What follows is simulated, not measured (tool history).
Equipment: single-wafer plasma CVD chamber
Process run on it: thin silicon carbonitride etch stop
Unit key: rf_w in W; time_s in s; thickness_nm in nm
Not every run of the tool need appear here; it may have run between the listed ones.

run,hour,rf_w,time_s,thickness_nm
1,0,230,24.5,14.205
2,0.9,225,24.3,13.994
3,5.2,220,24.1,13.798
4,13,220,25.9,14.93
5,17,215,25.5,14.509
6,23.4,190,25.5,14.002
7,29.3,185,25.3,13.978
8,30.9,185,25,13.722

Forecast run 9:
9,38.3,185,24.8,?

Logged for run 9: thickness_nm 13.603 nm.
